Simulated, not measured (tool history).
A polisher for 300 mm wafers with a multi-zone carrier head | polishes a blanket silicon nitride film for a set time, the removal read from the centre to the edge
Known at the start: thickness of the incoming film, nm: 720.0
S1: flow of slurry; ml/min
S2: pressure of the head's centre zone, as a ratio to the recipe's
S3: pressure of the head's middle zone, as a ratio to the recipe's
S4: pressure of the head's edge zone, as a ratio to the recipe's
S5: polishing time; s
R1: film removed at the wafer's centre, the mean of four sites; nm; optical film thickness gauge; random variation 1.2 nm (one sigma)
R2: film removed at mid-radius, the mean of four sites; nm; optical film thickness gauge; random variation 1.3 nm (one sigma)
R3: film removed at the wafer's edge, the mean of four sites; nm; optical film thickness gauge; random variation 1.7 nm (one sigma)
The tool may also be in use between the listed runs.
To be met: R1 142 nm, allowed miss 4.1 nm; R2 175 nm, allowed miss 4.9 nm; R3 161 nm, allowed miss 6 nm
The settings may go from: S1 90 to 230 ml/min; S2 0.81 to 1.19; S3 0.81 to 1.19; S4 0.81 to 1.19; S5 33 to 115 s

{"run": 1, "day": 0.0, "S1": 150, "S2": 1, "S3": 1, "S4": 1, "S5": 73, "R1": 169.75, "R2": 169.88, "R3": 180.8}
{"run": 2, "day": 0.092, "S1": 150, "S2": 1, "S3": 1, "S4": 1.06, "S5": 73, "R1": 170.94, "R2": 170.16, "R3": 183.96}
{"run": 3, "day": 0.275, "S1": 145, "S2": 0.99, "S3": 1.02, "S4": 1.03, "S5": 72, "R1": 166.86, "R2": 169.91, "R3": 177.97}
{"run": 4, "day": 0.529, "S1": 145, "S2": 0.99, "S3": 1.02, "S4": 1.09, "S5": 72, "R1": 166.11, "R2": 171.92, "R3": 186.24}
{"run": 5, "day": 0.829, "S1": 140, "S2": 0.97, "S3": 1.04, "S4": 1.06, "S5": 72, "R1": 161.68, "R2": 174.97, "R3": 181.26}
{"run": 6, "day": 1.054, "S1": 135, "S2": 0.96, "S3": 1.05, "S4": 1.04, "S5": 72, "R1": 161.86, "R2": 173.91, "R3": 181.41}
{"run": 7, "day": 1.312, "S1": 135, "S2": 0.94, "S3": 1.07, "S4": 1.01, "S5": 71, "R1": 155.33, "R2": 174.43, "R3": 174.42}
{"run": 8, "day": 1.45, "S1": 130, "S2": 0.93, "S3": 1.08, "S4": 0.99, "S5": 71, "R1": 153.11, "R2": 174.85, "R3": 175.43}
{"run": 9, "day": 1.767, "S1": 130, "S2": 0.92, "S3": 1.09, "S4": 0.97, "S5": 70, "R1": 148.52, "R2": 172.07, "R3": 168.69}
{"run": 10, "day": 2.042, "S1": 130, "S2": 0.91, "S3": 1.1, "S4": 0.96, "S5": 70, "R1": 145.98, "R2": 174.09, "R3": 167.17}
{"run": 11, "day": 2.325, "S1": 130, "S2": 0.91, "S3": 1.1, "S4": 0.95, "S5": 70, "R1": 146.56, "R2": 173.53, "R3": 165.21}

Which of these 4 next moves meets every target?
{"run": "A", "day": 2.608, "S1": 95, "S2": 0.96, "S3": 1.1, "S4": 0.95, "S5": 74, "R1": "?", "R2": "?", "R3": "?"}
{"run": "B", "day": 2.608, "S1": 135, "S2": 0.9, "S3": 1.12, "S4": 0.94, "S5": 68, "R1": "?", "R2": "?", "R3": "?"}
{"run": "C", "day": 2.608, "S1": 135, "S2": 0.96, "S3": 1.1, "S4": 0.91, "S5": 71, "R1": "?", "R2": "?", "R3": "?"}
{"run": "D", "day": 2.608, "S1": 135, "S2": 0.9, "S3": 1.07, "S4": 1.08, "S5": 68, "R1": "?", "R2": "?", "R3": "?"}

move=A R1=153.98 R2=170.88 R3=168.24
move=B R1=142.81 R2=170.19 R3=160.86
move=C R1=159.11 R2=174.93 R3=165.49
move=D R1=142.76 R2=163.63 R3=172.18
A: further off than the last run
B: meets every target
C: further off than the last run
D: brings the result that was furthest off to its target, and leaves another outside
Answer: B
